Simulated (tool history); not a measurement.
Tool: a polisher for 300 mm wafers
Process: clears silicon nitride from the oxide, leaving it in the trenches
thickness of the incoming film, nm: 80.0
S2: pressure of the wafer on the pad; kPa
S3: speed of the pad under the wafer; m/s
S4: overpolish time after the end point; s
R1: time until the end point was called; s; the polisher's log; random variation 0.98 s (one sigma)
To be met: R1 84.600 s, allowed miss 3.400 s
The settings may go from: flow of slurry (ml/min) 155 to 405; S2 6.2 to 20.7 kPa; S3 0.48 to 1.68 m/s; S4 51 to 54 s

run 1 hour=0.0 | flow_of_slurry_(ml/min)=260 S2=13.1 S3=1.08 S4=51 | R1=127.480
run 2 hour=1.2 | flow_of_slurry_(ml/min)=260 S2=11.0 S3=1.08 S4=51 | R1=145.330
run 3 hour=2.7 | flow_of_slurry_(ml/min)=295 S2=11.0 S3=1.08 S4=51 | R1=143.620
run 4 hour=9.1 | flow_of_slurry_(ml/min)=295 S2=13.1 S3=1.10 S4=51 | R1=122.680
run 5 hour=15.1 | flow_of_slurry_(ml/min)=295 S2=13.1 S3=1.10 S4=54 | R1=125.020
run 6 hour=17.1 | flow_of_slurry_(ml/min)=295 S2=14.5 S3=1.10 S4=54 | R1=115.270
run 7 hour=22.3 | flow_of_slurry_(ml/min)=295 S2=15.9 S3=1.10 S4=54 | R1=106.320
run 8 hour=30.3 | flow_of_slurry_(ml/min)=295 S2=17.2 S3=1.10 S4=54 | R1=101.510

4 next moves are on the table. One of them brings every result within its allowed miss. Which?
run A hour=38.3 | flow_of_slurry_(ml/min)=265 S2=13.8 S3=0.96 S4=54 | R1=?
run B hour=38.3 | flow_of_slurry_(ml/min)=315 S2=19.3 S3=1.18 S4=54 | R1=?
run C hour=38.3 | flow_of_slurry_(ml/min)=310 S2=15.9 S3=1.24 S4=51 | R1=?
run D hour=38.3 | flow_of_slurry_(ml/min)=215 S2=15.2 S3=1.10 S4=54 | R1=?

move=A R1=133.650
move=B R1=85.206
move=C R1=96.857
move=D R1=114.100
A: further off than the last run
B: meets every target
C: nearer than the last run, and not there yet
D: further off than the last run
The right move is B.
